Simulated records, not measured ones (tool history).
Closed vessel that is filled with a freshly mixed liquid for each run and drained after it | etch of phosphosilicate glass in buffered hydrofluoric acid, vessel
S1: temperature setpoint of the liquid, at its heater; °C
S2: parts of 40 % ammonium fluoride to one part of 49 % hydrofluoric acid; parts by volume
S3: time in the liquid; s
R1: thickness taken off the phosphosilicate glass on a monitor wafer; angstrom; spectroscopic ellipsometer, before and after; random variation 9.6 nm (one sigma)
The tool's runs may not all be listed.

run 1 hour=0 | S1=21 S2=11.5 S3=105 | R1=4674.3
run 2 hour=5.2 | S1=23.5 S2=10 S3=105 | R1=6143.6
run 3 hour=11.7 | S1=20 S2=10 S3=105 | R1=5099.6
run 4 hour=18.7 | S1=20 S2=12.5 S3=105 | R1=4059.5
run 5 hour=26.4 | S1=20 S2=12.5 S3=115 | R1=4545.2
-- hour=28.8 thermometer replaced
run 6 hour=28.8 | S1=20 S2=9.5 S3=115 | R1=6407.2
run 7 hour=30.1 | S1=22.5 S2=9.5 S3=115 | R1=7322.7
run 8 hour=32.7 | S1=24 S2=9.5 S3=115 | R1=7957.9

Run 9 comes next. What will it give?
run 9 hour=38.7 | S1=25 S2=9.5 S3=115 | R1=?

R1: 8353 angstrom
